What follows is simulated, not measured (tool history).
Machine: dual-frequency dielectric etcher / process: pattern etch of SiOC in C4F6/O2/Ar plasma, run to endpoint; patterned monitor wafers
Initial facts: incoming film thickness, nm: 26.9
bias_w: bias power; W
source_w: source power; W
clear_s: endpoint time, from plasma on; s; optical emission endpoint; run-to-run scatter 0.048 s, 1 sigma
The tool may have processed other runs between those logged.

run,hour,bias_w,source_w,clear_s
1,0.0,353,290,11.650
2,9.0,397,290,10.995
3,11.6,342,290,11.629
4,19.4,365,290,11.396
5,21.4,365,320,10.987
6,25.1,365,280,11.520
7,26.2,384,280,11.313
8,33.0,401,280,11.055
9,40.6,413,280,11.029
10,48.8,427,280,10.812
11,51.1,437,280,10.580
12,56.7,442,280,10.589
13,59.7,448,280,10.582

What will run 14 give?
14,68.5,454,280,?

Run 14 came out at clear_s 10.460 s.
